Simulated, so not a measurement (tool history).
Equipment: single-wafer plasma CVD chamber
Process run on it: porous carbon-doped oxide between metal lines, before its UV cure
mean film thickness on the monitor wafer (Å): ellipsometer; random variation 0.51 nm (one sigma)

run,hour,heater temperature setpoint (°C),RF power (W),deposition time (s),mean film thickness on the monitor wafer (Å)
1,0.0,315,610,12.5,734.11
2,4.5,304,610,12.5,794.81
3,6.9,299,610,12.5,814.90
4,8.5,299,610,11.9,766.11
5,9.9,298,625,11.9,786.90
6,13.7,304,625,11.9,755.17
7,14.4,302,640,11.9,783.81
8,15.4,300,650,11.9,790.77

Expected results for the next run?
9,22.8,299,660,11.9,?

{"run 9": {"mean film thickness on the monitor wafer (Å)": 802.72}}

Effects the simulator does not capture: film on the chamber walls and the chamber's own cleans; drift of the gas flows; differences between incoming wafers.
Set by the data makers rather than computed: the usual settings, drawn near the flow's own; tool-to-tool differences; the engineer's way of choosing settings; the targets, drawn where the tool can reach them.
